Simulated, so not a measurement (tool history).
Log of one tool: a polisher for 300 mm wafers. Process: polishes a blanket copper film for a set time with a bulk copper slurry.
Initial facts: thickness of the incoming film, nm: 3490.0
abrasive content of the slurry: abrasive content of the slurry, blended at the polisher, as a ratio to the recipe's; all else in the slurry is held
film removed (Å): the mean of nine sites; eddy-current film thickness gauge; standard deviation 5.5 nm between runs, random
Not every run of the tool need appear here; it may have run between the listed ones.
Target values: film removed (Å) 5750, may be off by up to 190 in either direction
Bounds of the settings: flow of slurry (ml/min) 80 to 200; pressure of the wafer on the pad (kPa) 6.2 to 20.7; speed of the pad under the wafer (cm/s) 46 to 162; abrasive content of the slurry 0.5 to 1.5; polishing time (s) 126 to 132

run,hour,flow of slurry (ml/min),pressure of the wafer on the pad (kPa),speed of the pad under the wafer (cm/s),abrasive content of the slurry,polishing time (s),film removed (Å)
1,0,130,13.1,104,1,126,8324.1
2,2.2,130,11.7,104,1,126,7421.5
3,3.8,125,11,104,1,126,7098.3
4,5.8,155,11,104,1,126,7356.5
5,14.2,155,11,104,1,132,7600.8
6,21.8,155,11,104,1,126,7298
7,28.3,150,10.3,104,1,126,6879.1
8,33.5,120,8.3,104,1,126,5284.1
9,38.1,125,8.3,104,1,126,5205.6
10,39.8,135,8.3,104,1,126,5416.6
11,44.3,140,8.3,104,1,126,5466.6
12,48.5,145,8.3,104,1,126,5388.9
13,53.4,150,8.3,104,1,126,5460.7
14,61.1,150,8.3,104,1,126,5532.4
15,66.8,155,8.3,104,1,126,5601.2

Which of these 5 next moves meets every target?
A,72.5,155,7.6,112,0.95,126,?
B,72.5,190,9,90,0.85,126,?
C,72.5,140,9,102,1,126,?
D,72.5,160,7.6,106,1.05,126,?
E,72.5,140,9,88,1.05,126,?

move,film removed (Å)
A,5352.7
B,5331.8
C,5813.6
D,5285.4
E,5269.3
A: its largest miss is bigger than the last run's
B: its largest miss is bigger than the last run's
C: hits every target within its allowed miss
D: its largest miss is bigger than the last run's
E: its largest miss is bigger than the last run's
The move that meets every target is C.
